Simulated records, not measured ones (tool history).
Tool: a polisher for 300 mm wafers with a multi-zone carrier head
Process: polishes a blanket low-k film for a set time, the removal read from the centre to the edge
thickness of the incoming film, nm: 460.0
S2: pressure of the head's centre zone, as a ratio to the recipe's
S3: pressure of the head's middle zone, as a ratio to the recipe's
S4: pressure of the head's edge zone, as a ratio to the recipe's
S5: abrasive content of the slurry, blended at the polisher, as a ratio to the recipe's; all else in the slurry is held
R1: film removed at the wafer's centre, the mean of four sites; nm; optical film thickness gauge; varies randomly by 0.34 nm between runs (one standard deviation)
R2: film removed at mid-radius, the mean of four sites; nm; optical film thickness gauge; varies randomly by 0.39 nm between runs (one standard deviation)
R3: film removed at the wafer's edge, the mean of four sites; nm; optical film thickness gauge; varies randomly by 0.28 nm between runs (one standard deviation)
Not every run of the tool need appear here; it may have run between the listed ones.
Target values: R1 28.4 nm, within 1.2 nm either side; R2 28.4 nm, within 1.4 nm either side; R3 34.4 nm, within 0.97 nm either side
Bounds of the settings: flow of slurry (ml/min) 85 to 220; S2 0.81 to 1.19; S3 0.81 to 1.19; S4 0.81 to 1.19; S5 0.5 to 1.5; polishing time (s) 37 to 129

run 1 hour=0 | flow_of_slurry_(ml/min)=140 S2=1 S3=1 S4=1 S5=1 polishing_time_(s)=83 | R1=24.703 R2=24.915 R3=25.247
run 2 hour=3.9 | flow_of_slurry_(ml/min)=145 S2=0.99 S3=0.98 S4=1.03 S5=1.05 polishing_time_(s)=83 | R1=25.246 R2=25.971 R3=26.752
run 3 hour=10.1 | flow_of_slurry_(ml/min)=145 S2=0.99 S3=0.98 S4=1.03 S5=1.05 polishing_time_(s)=67 | R1=20.386 R2=20.641 R3=21.789
run 4 hour=18.4 | flow_of_slurry_(ml/min)=145 S2=0.99 S3=0.98 S4=0.98 S5=1.05 polishing_time_(s)=67 | R1=20.573 R2=20.214 R3=20.957
run 5 hour=25.8 | flow_of_slurry_(ml/min)=150 S2=0.99 S3=0.96 S4=1.01 S5=1.1 polishing_time_(s)=68 | R1=21.681 R2=21.172 R3=22.401
run 6 hour=26.6 | flow_of_slurry_(ml/min)=155 S2=0.98 S3=0.94 S4=1.04 S5=1.15 polishing_time_(s)=69 | R1=22.558 R2=21.563 R3=23.376
run 7 hour=32.8 | flow_of_slurry_(ml/min)=150 S2=0.97 S3=0.93 S4=1.06 S5=1.2 polishing_time_(s)=72 | R1=23.067 R2=22.93 R3=25.461
run 8 hour=33.6 | flow_of_slurry_(ml/min)=150 S2=0.97 S3=0.92 S4=1.08 S5=1.25 polishing_time_(s)=73 | R1=24.57 R2=23.034 R3=26.406
run 9 hour=40.1 | flow_of_slurry_(ml/min)=150 S2=0.96 S3=0.92 S4=1.1 S5=1.3 polishing_time_(s)=74 | R1=24.775 R2=24.204 R3=27.114
run 10 hour=45.2 | flow_of_slurry_(ml/min)=155 S2=0.95 S3=0.91 S4=1.11 S5=1.35 polishing_time_(s)=75 | R1=25.427 R2=24.648 R3=29.07
run 11 hour=47.1 | flow_of_slurry_(ml/min)=160 S2=0.95 S3=0.92 S4=1.12 S5=1.35 polishing_time_(s)=75 | R1=25.648 R2=25.492 R3=28.907
run 12 hour=55.6 | flow_of_slurry_(ml/min)=165 S2=0.94 S3=0.91 S4=1.13 S5=1.35 polishing_time_(s)=76 | R1=25.455 R2=25.376 R3=29.668
run 13 hour=58.1 | flow_of_slurry_(ml/min)=170 S2=0.94 S3=0.91 S4=1.14 S5=1.35 polishing_time_(s)=76 | R1=26.463 R2=25.617 R3=29.914
run 14 hour=63.2 | flow_of_slurry_(ml/min)=175 S2=0.93 S3=0.91 S4=1.15 S5=1.35 polishing_time_(s)=76 | R1=26.207 R2=25.318 R3=29.864
run 15 hour=69.8 | flow_of_slurry_(ml/min)=175 S2=0.93 S3=0.91 S4=1.15 S5=1.35 polishing_time_(s)=77 | R1=26.875 R2=25.408 R3=30.235
run 16 hour=77 | flow_of_slurry_(ml/min)=175 S2=0.92 S3=0.91 S4=1.15 S5=1.35 polishing_time_(s)=78 | R1=26.257 R2=26.243 R3=31.427
run 17 hour=81 | flow_of_slurry_(ml/min)=180 S2=0.92 S3=0.91 S4=1.16 S5=1.35 polishing_time_(s)=78 | R1=26.515 R2=26.397 R3=31.222
run 18 hour=89.8 | flow_of_slurry_(ml/min)=190 S2=0.91 S3=0.9 S4=1.18 S5=1.45 polishing_time_(s)=78 | R1=27.817 R2=26.852 R3=32.664

Exercise: of the 5 proposed moves below, exactly one satisfies all targets within the stated allowed misses. Which move is it?
run A hour=98.6 | flow_of_slurry_(ml/min)=220 S2=0.98 S3=0.85 S4=1.13 S5=1.35 polishing_time_(s)=78 | R1=? R2=? R3=?
run B hour=98.6 | flow_of_slurry_(ml/min)=150 S2=0.99 S3=1 S4=1.19 S5=1.5 polishing_time_(s)=78 | R1=? R2=? R3=?
run C hour=98.6 | flow_of_slurry_(ml/min)=205 S2=1 S3=0.94 S4=1.11 S5=1.45 polishing_time_(s)=78 | R1=? R2=? R3=?
run D hour=98.6 | flow_of_slurry_(ml/min)=180 S2=0.92 S3=0.89 S4=1.17 S5=0.95 polishing_time_(s)=102 | R1=? R2=? R3=?
run E hour=98.6 | flow_of_slurry_(ml/min)=210 S2=0.94 S3=0.87 S4=1.14 S5=1.45 polishing_time_(s)=78 | R1=? R2=? R3=?

move=A R1=29.178 R2=26.314 R3=31.696
move=B R1=28.71 R2=29.533 R3=32.406
move=C R1=30.388 R2=29.201 R3=32.11
move=D R1=28.69 R2=28.74 R3=34.175
move=E R1=28.647 R2=27.486 R3=32.665
A: the biggest miss grows against the last run
B: the biggest miss grows against the last run
C: the biggest miss grows against the last run
D: all results land within tolerance of their targets
E: as far off as the last run
Move D is the one to make.
